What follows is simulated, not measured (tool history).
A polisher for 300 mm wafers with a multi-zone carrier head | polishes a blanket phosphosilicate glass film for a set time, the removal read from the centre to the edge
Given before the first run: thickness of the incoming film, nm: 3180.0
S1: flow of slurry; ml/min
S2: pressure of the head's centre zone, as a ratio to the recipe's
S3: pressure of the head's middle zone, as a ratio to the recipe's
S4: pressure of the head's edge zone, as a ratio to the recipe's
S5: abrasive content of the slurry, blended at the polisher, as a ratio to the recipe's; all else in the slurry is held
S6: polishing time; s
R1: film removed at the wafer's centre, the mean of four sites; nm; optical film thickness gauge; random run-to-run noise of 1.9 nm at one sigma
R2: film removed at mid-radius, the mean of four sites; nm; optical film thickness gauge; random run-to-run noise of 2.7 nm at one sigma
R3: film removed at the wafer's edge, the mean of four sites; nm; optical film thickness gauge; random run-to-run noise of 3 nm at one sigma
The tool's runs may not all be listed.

| run | day | S1 | S2 | S3 | S4 | S5 | S6 | R1 | R2 | R3 |
|---|---|---|---|---|---|---|---|---|---|---|
| 1 | 0 | 235 | 1 | 1 | 1 | 1 | 46 | 354.49 | 347.53 | 367.25 |
| 2 | 0.092 | 235 | 1 | 1 | 1 | 1 | 51 | 396.27 | 384.85 | 397.74 |
| 3 | 0.225 | 230 | 0.98 | 1.04 | 0.95 | 0.85 | 46 | 322.41 | 342.7 | 322.17 |
| 4 | 0.454 | 225 | 0.95 | 1.03 | 0.92 | 0.75 | 43 | 276.54 | 288.56 | 282.98 |
| 5 | 0.662 | 220 | 0.93 | 1.05 | 0.89 | 0.7 | 41 | 249.65 | 274.94 | 258.75 |
| 6 | 0.912 | 220 | 0.92 | 1.07 | 0.87 | 0.65 | 40 | 230.76 | 262.63 | 243.82 |

What will run 7 give?
| 7 | 1.062 | 220 | 0.92 | 1.09 | 0.85 | 0.6 | 39 | ? | ? | ? |

R1: 220.59 nm
R2: 252.6 nm
R3: 224.62 nm
